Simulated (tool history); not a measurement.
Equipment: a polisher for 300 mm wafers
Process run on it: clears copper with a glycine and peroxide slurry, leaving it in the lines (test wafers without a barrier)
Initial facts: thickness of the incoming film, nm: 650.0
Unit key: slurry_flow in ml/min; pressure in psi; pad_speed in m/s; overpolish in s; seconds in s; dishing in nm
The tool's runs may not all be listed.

| run | hour | slurry_flow | pressure | pad_speed | overpolish | seconds | dishing |
|---|---|---|---|---|---|---|---|
| 1 | 0 | 210 | 3.4 | 0.92 | 18 | 89.053 | 73.409 |
| 2 | 4.6 | 210 | 3.5 | 0.92 | 18 | 85.724 | 72.906 |
| 3 | 8.7 | 210 | 3.6 | 0.92 | 19 | 88.711 | 75.155 |
| 4 | 17 | 255 | 3.6 | 0.92 | 19 | 86.22 | 75.203 |
| 5 | 23.2 | 255 | 3.7 | 0.92 | 20 | 85.311 | 80.497 |
| 6 | 26.3 | 255 | 3.8 | 0.92 | 20 | 81.923 | 82.834 |
| 7 | 27.8 | 255 | 3.9 | 0.92 | 20 | 79.508 | 83.494 |

Expected results for the next run?
| 8 | 30.6 | 255 | 4 | 0.92 | 20 | ? | ? |

seconds: 77.393 s
dishing: 84.646 nm
